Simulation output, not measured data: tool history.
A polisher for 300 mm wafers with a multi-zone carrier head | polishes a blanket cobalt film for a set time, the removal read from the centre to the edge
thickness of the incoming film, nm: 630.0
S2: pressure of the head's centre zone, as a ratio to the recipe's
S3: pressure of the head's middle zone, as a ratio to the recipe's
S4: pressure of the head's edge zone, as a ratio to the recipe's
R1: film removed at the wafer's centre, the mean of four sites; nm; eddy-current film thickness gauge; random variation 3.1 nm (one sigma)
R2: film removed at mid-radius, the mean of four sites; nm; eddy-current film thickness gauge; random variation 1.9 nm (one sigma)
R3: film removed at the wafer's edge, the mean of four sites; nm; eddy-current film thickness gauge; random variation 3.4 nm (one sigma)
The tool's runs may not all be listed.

run 1 day=0.000 | flow_of_slurry_(ml/min)=180 S2=1.00 S3=1.00 S4=1.00 polishing_time_(s)=37 | R1=197.85 R2=198.75 R3=201.83
run 2 day=0.254 | flow_of_slurry_(ml/min)=180 S2=1.00 S3=1.00 S4=1.06 polishing_time_(s)=37 | R1=194.19 R2=199.94 R3=203.29
run 3 day=0.492 | flow_of_slurry_(ml/min)=180 S2=1.00 S3=1.00 S4=1.02 polishing_time_(s)=37 | R1=197.28 R2=199.44 R3=201.32
run 4 day=0.842 | flow_of_slurry_(ml/min)=180 S2=0.97 S3=1.00 S4=1.02 polishing_time_(s)=37 | R1=192.46 R2=202.29 R3=199.14
run 5 day=0.892 | flow_of_slurry_(ml/min)=220 S2=0.97 S3=1.00 S4=1.02 polishing_time_(s)=37 | R1=201.97 R2=205.42 R3=207.19
run 6 day=1.038 | flow_of_slurry_(ml/min)=220 S2=1.02 S3=1.00 S4=1.02 polishing_time_(s)=37 | R1=210.54 R2=203.83 R3=205.63

The next listed run, before its measurement:
run 7 day=1.104 | flow_of_slurry_(ml/min)=220 S2=1.01 S3=0.99 S4=1.04 polishing_time_(s)=39 | R1=? R2=? R3=?

Run 7 gave R1 216.02 nm, R2 213.19 nm, R3 222.38 nm.

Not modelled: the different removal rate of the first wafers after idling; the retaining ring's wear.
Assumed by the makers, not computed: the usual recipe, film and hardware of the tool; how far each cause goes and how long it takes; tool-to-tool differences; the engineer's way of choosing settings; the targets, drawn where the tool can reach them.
